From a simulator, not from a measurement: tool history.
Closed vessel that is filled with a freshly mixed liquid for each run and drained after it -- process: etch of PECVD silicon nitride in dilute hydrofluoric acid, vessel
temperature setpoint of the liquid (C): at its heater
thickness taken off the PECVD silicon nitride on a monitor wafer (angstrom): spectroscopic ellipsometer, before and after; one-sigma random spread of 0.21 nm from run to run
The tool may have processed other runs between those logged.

run	hour	temperature setpoint of the liquid (C)	parts of water to one part of 49 % hydrofluoric acid (parts by volume)	time in the liquid (s)	thickness taken off the PECVD silicon nitride on a monitor wafer (angstrom)
1	0	26	105	905	267.81
2	2.4	27	105	905	286.09
3	3.8	29	105	905	324.6
4	5.3	29.5	105	905	335.27
5	10.4	30	105	905	345.64
6	14.6	30.5	105	905	355.73
7	15.9	31	105	905	364.65

Forecast run 8:
8	24.1	31.5	105	905	?

thickness taken off the PECVD silicon nitride on a monitor wafer (angstrom): 381.09
